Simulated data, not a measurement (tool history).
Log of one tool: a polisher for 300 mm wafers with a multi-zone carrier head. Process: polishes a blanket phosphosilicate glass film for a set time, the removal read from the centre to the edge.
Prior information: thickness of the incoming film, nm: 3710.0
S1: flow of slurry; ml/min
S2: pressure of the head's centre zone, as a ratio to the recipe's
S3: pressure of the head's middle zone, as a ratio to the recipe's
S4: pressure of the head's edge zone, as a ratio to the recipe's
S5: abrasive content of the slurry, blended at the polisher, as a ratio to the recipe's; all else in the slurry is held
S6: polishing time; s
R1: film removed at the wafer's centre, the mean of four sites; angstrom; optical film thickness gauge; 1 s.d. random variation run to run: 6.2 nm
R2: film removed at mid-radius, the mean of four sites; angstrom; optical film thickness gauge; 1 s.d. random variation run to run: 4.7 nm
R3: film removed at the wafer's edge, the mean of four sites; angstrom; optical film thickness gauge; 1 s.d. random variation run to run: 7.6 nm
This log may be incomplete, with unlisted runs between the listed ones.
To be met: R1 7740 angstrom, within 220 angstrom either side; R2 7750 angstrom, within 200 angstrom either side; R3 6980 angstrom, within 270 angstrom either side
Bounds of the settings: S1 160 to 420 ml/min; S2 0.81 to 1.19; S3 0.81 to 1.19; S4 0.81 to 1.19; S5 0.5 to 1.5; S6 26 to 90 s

run	hour	S1	S2	S3	S4	S5	S6	R1	R2	R3
1	0	270	1	1	1	1	58	5461.5	5513.1	5439.7
2	5.8	270	1.05	1	1	1	58	5602.1	5503.6	5509.2
3	12.4	270	1.05	1	1	1	71	6972.4	6672	6725.5
4	14.9	280	1.06	1.02	1	1	71	7008.1	6814.3	6820
5	22.8	285	1.08	1.04	0.99	1	71	7129.4	6914.7	6716.7
6	28.2	285	1.08	1.04	1.05	1	71	7119.3	6953.5	6991.8
7	36.4	295	1.09	1.06	1.04	1	71	7152.4	7128.9	6808.4
8	38.7	300	1.1	1.07	1.04	1	71	7221.8	7168.7	6879.4
9	41.1	305	1.11	1.08	1.04	1	71	7313.2	7190	6999.5
10	47.7	310	1.12	1.09	1.03	1	71	7339.1	7397.2	6910.8
11	56.3	315	1.13	1.09	1.03	1	71	7344.4	7415.9	6947.3
12	57.4	320	1.14	1.09	1.02	1	71	7417.9	7359	7089.4
13	62	310	1.15	1.1	1.02	1	71	7506.3	7403.5	6796.7
14	66.7	315	1.15	1.1	1.02	1	71	7634.3	7393.7	6941.3

4 candidate next runs follow, results not yet known. Just one meets every target within its allowed miss. Identify it.
A	71.4	315	1.11	0.97	1.07	1.1	72	?	?	?
B	71.4	280	1.18	1.1	1.03	1.05	69	?	?	?
C	71.4	300	1.19	1.03	1	1.05	71	?	?	?
D	71.4	330	1.14	1.11	0.95	1.1	71	?	?	?

move	R1	R2	R3
A	7685.7	7012.5	7486.3
B	7487	7241.1	6840
C	7815.5	7104.1	6983.9
D	7781	7774.6	6979.5
A: lands further from the targets than the last run did
B: lands further from the targets than the last run did
C: lands further from the targets than the last run did
D: hits every target within its allowed miss
So the answer is move D, the one that meets all the targets.

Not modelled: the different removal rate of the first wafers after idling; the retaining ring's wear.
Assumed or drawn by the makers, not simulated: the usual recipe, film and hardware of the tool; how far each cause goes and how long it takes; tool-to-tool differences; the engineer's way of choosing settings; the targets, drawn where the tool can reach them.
